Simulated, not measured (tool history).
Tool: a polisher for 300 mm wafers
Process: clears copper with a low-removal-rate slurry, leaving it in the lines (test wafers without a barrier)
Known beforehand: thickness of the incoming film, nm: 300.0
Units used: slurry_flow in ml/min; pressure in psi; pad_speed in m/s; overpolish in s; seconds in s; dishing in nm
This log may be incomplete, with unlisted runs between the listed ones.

Run 1, hour 0.0: slurry_flow 140 ml/min, pressure 2.4 psi, pad_speed 0.94 m/s, slurry_solids 1.00, overpolish 26 s. Result: seconds 131.90 s, dishing 38.075 nm.
Run 2, hour 0.6: slurry_flow 150 ml/min, pressure 2.4 psi, pad_speed 0.96 m/s, slurry_solids 1.00, overpolish 22 s. Result: seconds 126.98 s, dishing 33.302 nm.
Run 3, hour 9.0: slurry_flow 165 ml/min, pressure 2.3 psi, pad_speed 1.00 m/s, slurry_solids 0.95, overpolish 19 s. Result: seconds 125.75 s, dishing 29.774 nm.
Run 4, hour 10.5: slurry_flow 175 ml/min, pressure 2.3 psi, pad_speed 1.04 m/s, slurry_solids 0.85, overpolish 17 s. Result: seconds 122.25 s, dishing 26.414 nm.
Run 5, hour 17.2: slurry_flow 185 ml/min, pressure 2.3 psi, pad_speed 1.06 m/s, slurry_solids 0.80, overpolish 15 s. Result: seconds 119.45 s, dishing 26.213 nm.
Run 6, hour 18.5: slurry_flow 185 ml/min, pressure 1.8 psi, pad_speed 1.06 m/s, slurry_solids 0.80, overpolish 15 s. Result: seconds 141.83 s, dishing 21.637 nm.

Run 7 comes next. What will it give?
Run 7, hour 22.7: slurry_flow 185 ml/min, pressure 1.8 psi, pad_speed 1.06 m/s, slurry_solids 0.80, overpolish 15 s. Result: seconds ?, dishing ?.

Logged for run 7: seconds 141.56 s, dishing 21.372 nm.
